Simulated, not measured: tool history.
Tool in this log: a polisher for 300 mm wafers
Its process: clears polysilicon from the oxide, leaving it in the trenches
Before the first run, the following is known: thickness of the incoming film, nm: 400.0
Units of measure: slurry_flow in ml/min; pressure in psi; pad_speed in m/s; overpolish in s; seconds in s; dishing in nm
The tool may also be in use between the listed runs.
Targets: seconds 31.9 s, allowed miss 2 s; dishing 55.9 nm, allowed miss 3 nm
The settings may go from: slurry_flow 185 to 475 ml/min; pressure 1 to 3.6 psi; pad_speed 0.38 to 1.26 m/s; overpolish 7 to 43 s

run 1 hour=0 | slurry_flow=305 pressure=2.3 pad_speed=0.82 overpolish=22 | seconds=53.937 dishing=52.567
run 2 hour=3.1 | slurry_flow=305 pressure=2.5 pad_speed=0.82 overpolish=22 | seconds=47.932 dishing=52.785
run 3 hour=7.6 | slurry_flow=305 pressure=2.6 pad_speed=0.82 overpolish=22 | seconds=48.39 dishing=54.586
run 4 hour=10.5 | slurry_flow=335 pressure=2.6 pad_speed=0.82 overpolish=22 | seconds=47.895 dishing=53.688
run 5 hour=17.5 | slurry_flow=335 pressure=2.9 pad_speed=0.82 overpolish=22 | seconds=42.166 dishing=55.655
run 6 hour=18.3 | slurry_flow=335 pressure=2.9 pad_speed=0.82 overpolish=13 | seconds=43.11 dishing=50.284
-- hour=20.8 slurry nozzle cleaned
run 7 hour=20.8 | slurry_flow=335 pressure=3 pad_speed=0.82 overpolish=14 | seconds=39.734 dishing=52.313
run 8 hour=24.3 | slurry_flow=335 pressure=3.1 pad_speed=0.82 overpolish=14 | seconds=40.154 dishing=52.659
run 9 hour=32.1 | slurry_flow=335 pressure=3.2 pad_speed=0.82 overpolish=14 | seconds=36.81 dishing=52.339
run 10 hour=37.9 | slurry_flow=335 pressure=3.2 pad_speed=0.82 overpolish=15 | seconds=37.393 dishing=52.508
run 11 hour=45.4 | slurry_flow=335 pressure=3.2 pad_speed=0.82 overpolish=16 | seconds=38.257 dishing=54.072

Pick the move, out of 5, that brings all results within their allowed miss; only one does.
run A hour=52.9 | slurry_flow=330 pressure=3.4 pad_speed=1 overpolish=7 | seconds=? dishing=?
run B hour=52.9 | slurry_flow=320 pressure=3.5 pad_speed=0.52 overpolish=22 | seconds=? dishing=?
run C hour=52.9 | slurry_flow=365 pressure=2.9 pad_speed=0.7 overpolish=18 | seconds=? dishing=?
run D hour=52.9 | slurry_flow=335 pressure=3.4 pad_speed=1.02 overpolish=16 | seconds=? dishing=?
run E hour=52.9 | slurry_flow=270 pressure=3.6 pad_speed=0.86 overpolish=18 | seconds=? dishing=?

move=A seconds=29.402 dishing=46.795
move=B seconds=53.856 dishing=53.545
move=C seconds=48.212 dishing=52.761
move=D seconds=28.808 dishing=55.275
move=E seconds=32.713 dishing=55.241
A: moves the result that the last run missed by most past its target, out the other side
B: misses by more than the last run did
C: misses by more than the last run did
D: moves the result that the last run missed by most past its target, out the other side
E: every result within its allowed miss
E meets every target.

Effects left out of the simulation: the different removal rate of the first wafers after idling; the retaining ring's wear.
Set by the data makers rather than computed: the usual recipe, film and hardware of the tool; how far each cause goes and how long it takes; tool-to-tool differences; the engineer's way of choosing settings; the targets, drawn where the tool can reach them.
